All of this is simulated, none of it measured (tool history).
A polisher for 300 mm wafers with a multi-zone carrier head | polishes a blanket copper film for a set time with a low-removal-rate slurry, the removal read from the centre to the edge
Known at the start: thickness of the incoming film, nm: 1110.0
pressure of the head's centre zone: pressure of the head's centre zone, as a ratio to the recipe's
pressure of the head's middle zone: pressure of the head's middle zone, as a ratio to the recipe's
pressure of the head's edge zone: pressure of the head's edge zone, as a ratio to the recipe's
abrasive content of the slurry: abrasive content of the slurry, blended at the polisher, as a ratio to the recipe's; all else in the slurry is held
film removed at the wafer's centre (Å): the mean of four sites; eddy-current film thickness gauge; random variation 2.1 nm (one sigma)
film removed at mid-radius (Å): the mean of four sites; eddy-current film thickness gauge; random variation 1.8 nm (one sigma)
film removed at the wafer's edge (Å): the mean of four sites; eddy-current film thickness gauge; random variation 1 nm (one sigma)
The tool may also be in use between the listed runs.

run  hour  flow of slurry (ml/min)  pressure of the head's centre zone  pressure of the head's middle zone  pressure of the head's edge zone  abrasive content of the slurry  polishing time (s)  film removed at the wafer's centre (Å)  film removed at mid-radius (Å)  film removed at the wafer's edge (Å)
  1     0                      310                                   1                                   1                                 1                               1                  43                                  1431.7                          1423.8                                1456.2
  2   1.1                      310                                   1                                   1                                 1                               1                  49                                  1641.6                          1630.3                                  1684
  3   9.5                      310                                   1                                   1                              0.95                               1                  49                                  1616.1                          1645.6                                1625.3
  4  16.8                      310                                0.98                                1.01                              0.95                               1                  49                                  1626.9                            1658                                1618.2
  5  17.8                      310                                0.98                                1.01                              0.95                               1                  39                                  1303.5                          1298.1                                1293.1
  6  22.3                      310                                0.98                                0.94                              0.95                               1                  39                                  1303.3                          1227.9                                1290.8
  7  24.3                      315                                0.97                                0.99                              0.99                             1.1                  39                                  1260.8                          1315.1                                1335.9

Forecast run 8:
  8  32.5                      320                                0.99                                1.01                              1.02                             1.2                  40                                       ?                               ?                                     ?

Run 8 gave film removed at the wafer's centre (Å) 1359.9, film removed at mid-radius (Å) 1416.5, film removed at the wafer's edge (Å) 1410.4.

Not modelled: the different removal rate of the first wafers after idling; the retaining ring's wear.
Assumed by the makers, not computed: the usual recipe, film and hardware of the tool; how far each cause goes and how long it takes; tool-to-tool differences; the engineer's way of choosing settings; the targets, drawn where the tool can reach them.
